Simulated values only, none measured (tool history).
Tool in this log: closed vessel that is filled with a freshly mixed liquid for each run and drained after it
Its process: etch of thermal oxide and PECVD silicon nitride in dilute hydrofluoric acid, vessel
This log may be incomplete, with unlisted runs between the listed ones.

| run | hour | temperature setpoint of the liquid (°C) | parts of water to one part of 49 % hydrofluoric acid (parts by volume) | time in the liquid (s) | thickness taken off the thermal oxide on a monitor wafer (Å) | thickness taken off the PECVD silicon nitride on a monitor wafer (Å) |
|---|---|---|---|---|---|---|
| 1 | 0 | 21 | 230 | 665 | 115.32 | 80.007 |
| 2 | 6.7 | 21 | 215 | 650 | 122.75 | 83.673 |
| 3 | 12.8 | 21 | 215 | 865 | 162.59 | 110.26 |
| 4 | 14.5 | 20.5 | 205 | 855 | 166.45 | 110.98 |
| 5 | 16.3 | 20.5 | 205 | 1130 | 221.57 | 147.8 |
| 6 | 17.1 | 20 | 205 | 1125 | 215.32 | 140.77 |
| 7 | 22.4 | 19.5 | 205 | 1120 | 210.76 | 137.69 |
| 8 | 30.6 | 19 | 200 | 1110 | 211.64 | 135.74 |

What will run 9 give?
| 9 | 33.8 | 19 | 200 | 1100 | ? | ? |

Logged for run 9: thickness taken off the thermal oxide on a monitor wafer (Å) 207.67, thickness taken off the PECVD silicon nitride on a monitor wafer (Å) 134.77.
